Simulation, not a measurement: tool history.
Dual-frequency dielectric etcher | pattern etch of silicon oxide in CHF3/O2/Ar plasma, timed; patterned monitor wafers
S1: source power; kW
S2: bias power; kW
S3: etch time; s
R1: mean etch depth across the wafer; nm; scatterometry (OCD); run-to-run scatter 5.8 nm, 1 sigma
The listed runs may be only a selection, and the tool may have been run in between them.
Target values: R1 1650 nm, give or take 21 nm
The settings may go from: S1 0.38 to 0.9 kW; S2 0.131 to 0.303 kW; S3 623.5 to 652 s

{"run": 1, "hour": 0.0, "S1": 0.64, "S2": 0.217, "S3": 623.5, "R1": 1553.3}
{"run": 2, "hour": 8.1, "S1": 0.64, "S2": 0.217, "S3": 623.5, "R1": 1536}
{"run": 3, "hour": 10.4, "S1": 0.64, "S2": 0.193, "S3": 623.5, "R1": 1488.2}
{"run": 4, "hour": 13.1, "S1": 0.53, "S2": 0.193, "S3": 623.5, "R1": 1394.4}
{"run": 5, "hour": 21.7, "S1": 0.6, "S2": 0.195, "S3": 623.5, "R1": 1448.1}
{"run": 6, "hour": 26.4, "S1": 0.66, "S2": 0.197, "S3": 623.5, "R1": 1517.9}
{"run": 7, "hour": 33.5, "S1": 0.69, "S2": 0.198, "S3": 623.5, "R1": 1540}
{"run": 8, "hour": 35.8, "S1": 0.72, "S2": 0.199, "S3": 623.5, "R1": 1573.1}
{"run": 9, "hour": 38.5, "S1": 0.74, "S2": 0.2, "S3": 623.5, "R1": 1583.2}
{"run": 10, "hour": 47.6, "S1": 0.76, "S2": 0.201, "S3": 623.5, "R1": 1599.6}
{"run": 11, "hour": 55.6, "S1": 0.78, "S2": 0.202, "S3": 623.5, "R1": 1612}

Pick the move, out of 4, that brings all results within their allowed miss; only one does.
{"run": "A", "hour": 63.6, "S1": 0.78, "S2": 0.179, "S3": 623.5, "R1": "?"}
{"run": "B", "hour": 63.6, "S1": 0.78, "S2": 0.185, "S3": 652, "R1": "?"}
{"run": "C", "hour": 63.6, "S1": 0.83, "S2": 0.177, "S3": 630.5, "R1": "?"}
{"run": "D", "hour": 63.6, "S1": 0.84, "S2": 0.207, "S3": 636.5, "R1": "?"}

move=A R1=1574.8
move=B R1=1663
move=C R1=1623.7
move=D R1=1725.7
A: lands further from the targets than the last run did
B: all results land within tolerance of their targets
C: nearer than the last run, and not there yet
D: takes the result that was furthest off past its target
So the answer is move B, the one that meets all the targets.

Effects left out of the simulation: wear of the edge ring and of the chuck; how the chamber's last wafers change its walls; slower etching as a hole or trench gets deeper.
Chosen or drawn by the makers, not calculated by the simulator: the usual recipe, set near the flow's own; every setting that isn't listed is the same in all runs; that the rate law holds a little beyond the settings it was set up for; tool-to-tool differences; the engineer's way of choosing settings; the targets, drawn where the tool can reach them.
